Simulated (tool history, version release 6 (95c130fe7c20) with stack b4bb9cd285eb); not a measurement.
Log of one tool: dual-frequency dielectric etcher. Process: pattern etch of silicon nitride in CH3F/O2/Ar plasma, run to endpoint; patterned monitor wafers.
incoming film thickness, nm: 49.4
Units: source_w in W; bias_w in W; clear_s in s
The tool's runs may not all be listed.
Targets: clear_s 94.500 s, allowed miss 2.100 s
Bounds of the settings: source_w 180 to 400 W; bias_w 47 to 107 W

| run | hour | source_w | bias_w | clear_s |
|---|---|---|---|---|
| 1 | 0.0 | 290 | 77 | 79.072 |
| 2 | 7.0 | 270 | 74 | 81.686 |
| 3 | 12.0 | 250 | 70 | 85.735 |
| 4 | 17.5 | 250 | 77 | 82.242 |
| 5 | 22.5 | 280 | 77 | 79.343 |
| 6 | 26.9 | 260 | 74 | 83.559 |
| 7 | 33.1 | 240 | 72 | 85.260 |
| 8 | 36.9 | 230 | 69 | 89.647 |
| 9 | 43.9 | 220 | 69 | 89.260 |
| 10 | 48.3 | 210 | 68 | 90.952 |

5 next moves are on the table. One of them brings every result within its allowed miss. Which?
| A | 52.7 | 240 | 73 | ? |
| B | 52.7 | 240 | 71 | ? |
| C | 52.7 | 220 | 67 | ? |
| D | 52.7 | 190 | 66 | ? |
| E | 52.7 | 240 | 65 | ? |

| move | clear_s |
|---|---|
| A | 84.900 |
| B | 85.930 |
| C | 90.353 |
| D | 94.750 |
| E | 89.282 |
A: further off than the last run
B: further off than the last run
C: further off than the last run
D: meets every target
E: further off than the last run
Answer: D
